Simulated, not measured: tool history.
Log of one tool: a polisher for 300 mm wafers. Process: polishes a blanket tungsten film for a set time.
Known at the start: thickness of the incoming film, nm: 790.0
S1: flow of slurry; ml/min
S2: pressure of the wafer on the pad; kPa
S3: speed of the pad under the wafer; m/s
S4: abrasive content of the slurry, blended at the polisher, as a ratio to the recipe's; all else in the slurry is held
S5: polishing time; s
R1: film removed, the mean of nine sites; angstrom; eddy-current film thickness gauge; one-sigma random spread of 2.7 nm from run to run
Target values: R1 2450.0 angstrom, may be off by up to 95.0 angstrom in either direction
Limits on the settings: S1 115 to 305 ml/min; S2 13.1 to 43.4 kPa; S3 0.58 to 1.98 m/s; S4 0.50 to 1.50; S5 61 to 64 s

run 1 hour=0.0 | S1=195 S2=28.3 S3=1.28 S4=1.00 S5=61 | R1=4547.0
run 2 hour=7.0 | S1=195 S2=25.5 S3=1.26 S4=1.00 S5=61 | R1=4293.1
run 3 hour=13.2 | S1=195 S2=23.4 S3=1.20 S4=1.00 S5=61 | R1=3755.4
run 4 hour=14.1 | S1=195 S2=23.4 S3=1.10 S4=1.00 S5=61 | R1=3418.2
run 5 hour=18.7 | S1=195 S2=21.4 S3=1.10 S4=1.00 S5=61 | R1=3336.3
run 6 hour=26.3 | S1=195 S2=20.0 S3=1.08 S4=1.00 S5=61 | R1=3077.0
run 7 hour=33.1 | S1=195 S2=18.6 S3=1.08 S4=1.00 S5=61 | R1=2978.1
run 8 hour=35.8 | S1=195 S2=17.9 S3=1.08 S4=1.00 S5=61 | R1=2887.7
run 9 hour=36.8 | S1=195 S2=17.2 S3=1.08 S4=1.00 S5=61 | R1=2854.4
run 10 hour=43.2 | S1=195 S2=16.5 S3=1.08 S4=1.00 S5=61 | R1=2798.7
run 11 hour=44.5 | S1=195 S2=15.9 S3=1.08 S4=1.00 S5=61 | R1=2730.8
run 12 hour=46.8 | S1=195 S2=15.2 S3=1.08 S4=1.00 S5=61 | R1=2620.9

4 candidate next runs follow, results not yet known. Just one meets every target within its allowed miss. Identify it.
run A hour=49.1 | S1=240 S2=24.1 S3=0.72 S4=1.10 S5=61 | R1=?
run B hour=49.1 | S1=170 S2=14.5 S3=1.06 S4=1.05 S5=64 | R1=?
run C hour=49.1 | S1=120 S2=17.9 S3=1.06 S4=0.80 S5=64 | R1=?
run D hour=49.1 | S1=235 S2=17.9 S3=0.90 S4=1.10 S5=64 | R1=?

move=A R1=2479.6
move=B R1=2646.1
move=C R1=2626.2
move=D R1=2680.7
A: all results in spec
B: misses by more than the last run did
C: neither nearer nor further off than the last run
D: misses by more than the last run did
Answer: A
